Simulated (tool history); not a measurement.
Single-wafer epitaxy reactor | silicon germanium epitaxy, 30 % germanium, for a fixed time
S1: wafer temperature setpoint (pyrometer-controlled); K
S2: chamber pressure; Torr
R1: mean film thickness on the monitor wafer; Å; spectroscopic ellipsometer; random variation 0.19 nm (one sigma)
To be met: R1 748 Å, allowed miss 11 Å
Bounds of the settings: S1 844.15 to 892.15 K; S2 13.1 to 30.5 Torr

run,hour,S1,S2,R1
1,0,868.15,21.8,556.18
2,1.1,868.15,23.9,579.18
3,7.8,857.15,23.9,481.72
4,14.7,857.15,26.7,505.48
5,16.5,857.15,23.8,481.69
6,22.6,857.15,25.7,498.59
7,26.6,857.15,25.7,499.49
8,33.8,865.15,25.8,571.04
9,42.3,870.15,25.9,615.25
10,44.1,874.15,26,663.75

5 next moves are on the table. One of them brings every result within its allowed miss. Which?
A,45.9,862.15,25.4,?
B,45.9,885.15,22.8,?
C,45.9,883.15,28.7,?
D,45.9,884.15,28,?
E,45.9,873.15,24.2,?

move,R1
A,538.78
B,744.61
C,796.1
D,800.32
E,631.21
A: further off than the last run
B: meets every target
C: takes the result that was furthest off past its target
D: takes the result that was furthest off past its target
E: further off than the last run
Move B is the one to make.

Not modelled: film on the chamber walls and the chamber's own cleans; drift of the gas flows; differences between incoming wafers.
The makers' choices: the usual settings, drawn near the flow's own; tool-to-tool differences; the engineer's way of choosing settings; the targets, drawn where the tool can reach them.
